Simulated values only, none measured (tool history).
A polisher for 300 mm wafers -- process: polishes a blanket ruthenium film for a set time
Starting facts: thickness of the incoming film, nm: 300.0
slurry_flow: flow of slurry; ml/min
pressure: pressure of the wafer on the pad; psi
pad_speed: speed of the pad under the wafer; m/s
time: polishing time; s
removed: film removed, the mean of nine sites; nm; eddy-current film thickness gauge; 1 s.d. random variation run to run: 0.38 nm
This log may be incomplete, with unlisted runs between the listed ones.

run	hour	slurry_flow	pressure	pad_speed	time	removed
1	0	265	2.3	0.98	25	32.857
2	3.3	270	2.5	0.98	25	35.634
3	6	270	2.5	0.98	25	35.27
4	8.3	215	2.5	0.98	25	34.191
5	12.3	160	2.5	0.98	25	33.185
6	15.7	160	2.5	0.76	25	26.904
7	21.6	180	2.7	0.78	25	29.469
8	27.3	195	2.8	0.82	25	32.302
9	29.5	210	2.9	0.84	25	33.381

Predict the results of run 10:
10	31.2	220	3	0.88	25	?

{"run 10": {"removed": 36.541}}
